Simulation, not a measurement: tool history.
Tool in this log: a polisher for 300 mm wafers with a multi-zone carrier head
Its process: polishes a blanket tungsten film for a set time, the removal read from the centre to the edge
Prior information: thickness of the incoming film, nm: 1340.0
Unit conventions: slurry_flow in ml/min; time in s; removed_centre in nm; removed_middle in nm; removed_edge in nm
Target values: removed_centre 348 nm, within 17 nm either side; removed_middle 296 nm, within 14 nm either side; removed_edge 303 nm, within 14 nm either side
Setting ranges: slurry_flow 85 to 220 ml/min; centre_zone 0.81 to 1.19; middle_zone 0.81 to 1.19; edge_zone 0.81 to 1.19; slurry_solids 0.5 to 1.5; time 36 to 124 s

run  hour  slurry_flow  centre_zone  middle_zone  edge_zone  slurry_solids  time  removed_centre  removed_middle  removed_edge
  1     0          140            1            1          1              1    79          469.51          466.65        448.79
  2   6.7          135         1.01         0.97       0.98            0.9    75          434.25          420.62        420.62
  3  11.1          135         1.01         0.97       0.98            1.1    75          461.08          445.57         452.6
  4  19.2          135         1.09         0.97       0.98            1.1    75          508.84          429.86        454.75
  5  27.9          135         1.09         0.97       1.03            1.1    75          497.18          435.24        452.22
  6  31.4          135         1.09         0.97       0.97            1.1    75          496.59          440.72        446.91
  7  39.5          135          1.1         0.96       0.97           0.95    70          457.93          391.81        396.36
  8  41.1          130         1.09         0.95       0.97           0.85    68          408.33          373.78        378.51
  9  45.2          135         1.11         0.94       0.97           0.75    65           401.5          333.55        345.09
 10  50.9          135         1.11         0.94       0.97            0.7    64          375.15          319.51        331.29
 11  52.8          135         1.11         0.94       0.97           0.65    64          372.48          310.15        321.13

Consider the 5 candidate settings below. Which is the only one whose results all fall within their allowed miss of target?
  A  54.7          145         1.18         1.01       0.96            0.5    59               ?               ?             ?
  B  54.7          145         1.14         0.99       1.04            0.5    62               ?               ?             ?
  C  54.7          125         1.19         0.91       1.02           0.65    64               ?               ?             ?
  D  54.7          115         1.04         0.93       0.94           0.65    70               ?               ?             ?
  E  54.7          100         1.03         0.89       0.85           0.95    65               ?               ?             ?

move  removed_centre  removed_middle  removed_edge
   A          333.81          289.11        281.84
   B          338.77          298.75        307.93
   C           383.4          303.04        335.15
   D             359             332        348.18
   E          355.62          321.85        337.75
A: puts the biggest miss on target and leaves a different result outside tolerance
B: hits every target within its allowed miss
C: its largest miss is bigger than the last run's
D: puts the biggest miss on target and leaves a different result outside tolerance
E: puts the biggest miss on target and leaves a different result outside tolerance
B is the move that brings every result within its allowed miss.
